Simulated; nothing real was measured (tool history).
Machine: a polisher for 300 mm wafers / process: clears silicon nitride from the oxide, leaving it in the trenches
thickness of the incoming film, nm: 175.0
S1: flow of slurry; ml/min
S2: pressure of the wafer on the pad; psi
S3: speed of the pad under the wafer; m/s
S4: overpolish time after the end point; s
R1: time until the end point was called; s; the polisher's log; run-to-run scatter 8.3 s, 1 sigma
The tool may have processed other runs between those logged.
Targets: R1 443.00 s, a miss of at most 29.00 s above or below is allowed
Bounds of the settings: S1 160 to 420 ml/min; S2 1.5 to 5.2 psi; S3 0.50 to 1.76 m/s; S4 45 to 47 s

run  hour   S1   S2    S3  S4      R1
  1   0.0  270  3.3  1.12  45  168.71
  2   3.0  265  2.8  1.00  45  214.93
  3  10.3  260  2.4  0.88  45  290.75
  4  18.1  260  3.0  0.88  45  228.84
  5  23.9  260  2.6  0.84  45  279.21
     24.8  -- worn pad replaced by a new one
  6  24.8  260  3.2  0.84  45  214.25
  7  32.0  260  2.8  0.82  45  246.89
  8  32.8  260  2.5  0.78  45  289.09
  9  39.5  260  2.2  0.76  45  338.55
 10  42.8  260  2.0  0.76  45  376.96
 11  47.9  260  1.9  0.76  45  381.54
 12  55.1  260  1.8  0.76  45  398.30

Below are 4 possible settings for the next run. Only one of them brings all results inside the allowed miss of their targets. Which is it?
  A  62.3  260  2.6  0.56  47   ?
  B  62.3  370  1.5  1.02  47   ?
  C  62.3  245  2.4  0.80  47   ?
  D  62.3  225  1.8  0.72  47   ?

move      R1
   A  401.55
   B  370.77
   C  310.77
   D  456.19
A: closes in on the targets versus the last run, not all within tolerance yet
B: further off than the last run
C: further off than the last run
D: all results in spec
So the answer is move D, the one that meets all the targets.

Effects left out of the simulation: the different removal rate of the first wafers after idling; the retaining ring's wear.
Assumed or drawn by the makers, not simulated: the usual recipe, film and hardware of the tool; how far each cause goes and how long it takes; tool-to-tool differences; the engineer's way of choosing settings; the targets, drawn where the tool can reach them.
